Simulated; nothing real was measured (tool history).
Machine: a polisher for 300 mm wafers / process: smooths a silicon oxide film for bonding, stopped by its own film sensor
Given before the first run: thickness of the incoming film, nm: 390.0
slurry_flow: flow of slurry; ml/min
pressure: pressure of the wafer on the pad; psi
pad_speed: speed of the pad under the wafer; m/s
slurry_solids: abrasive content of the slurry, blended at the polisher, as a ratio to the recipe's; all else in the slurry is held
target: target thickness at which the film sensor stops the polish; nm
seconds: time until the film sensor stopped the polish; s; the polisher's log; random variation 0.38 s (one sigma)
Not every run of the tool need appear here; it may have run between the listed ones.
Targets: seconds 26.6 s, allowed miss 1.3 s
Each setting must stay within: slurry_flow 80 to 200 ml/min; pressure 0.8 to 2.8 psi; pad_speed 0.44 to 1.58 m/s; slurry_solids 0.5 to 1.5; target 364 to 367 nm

| run | hour | slurry_flow | pressure | pad_speed | slurry_solids | target | seconds |
|---|---|---|---|---|---|---|---|
| 1 | 0 | 130 | 1.8 | 1 | 1 | 364 | 45.008 |
| 2 | 7 | 130 | 1.8 | 1 | 0.9 | 364 | 45.8 |
| 3 | 9.4 | 130 | 1.9 | 1 | 0.9 | 364 | 44.768 |
| 4 | 13.9 | 130 | 1.9 | 0.8 | 0.9 | 364 | 54.296 |
| 5 | 18.8 | 130 | 2 | 0.84 | 0.9 | 364 | 49.962 |
| 6 | 24.2 | 130 | 2 | 0.84 | 0.9 | 367 | 43.549 |
| 7 | 27.4 | 140 | 2.5 | 0.9 | 0.9 | 367 | 34.639 |
| 8 | 36.2 | 140 | 2.5 | 0.92 | 0.9 | 367 | 33.862 |
| 9 | 41 | 140 | 2.5 | 0.94 | 0.9 | 367 | 32.703 |
| 10 | 44.5 | 140 | 2.5 | 0.96 | 0.9 | 367 | 32.739 |
| 11 | 52.9 | 140 | 2.5 | 0.98 | 0.9 | 367 | 32.295 |
| 12 | 61.2 | 150 | 2.8 | 1 | 0.9 | 367 | 27.777 |

Consider the 5 candidate settings below. Which is the only one whose results all fall within their allowed miss of target?
| A | 69.5 | 150 | 2.8 | 0.92 | 0.95 | 367 | ? |
| B | 69.5 | 135 | 2.8 | 0.98 | 0.85 | 367 | ? |
| C | 69.5 | 130 | 2.2 | 1.1 | 1.05 | 367 | ? |
| D | 69.5 | 130 | 2.6 | 1.28 | 0.95 | 365 | ? |
| E | 69.5 | 155 | 2.8 | 0.98 | 0.9 | 367 | ? |

| move | seconds |
|---|---|
| A | 29.555 |
| B | 29.802 |
| C | 30.788 |
| D | 26.912 |
| E | 28.471 |
A: its largest miss is bigger than the last run's
B: its largest miss is bigger than the last run's
C: its largest miss is bigger than the last run's
D: each result inside its tolerance
E: its largest miss is bigger than the last run's
Go with D: it meets all targets.
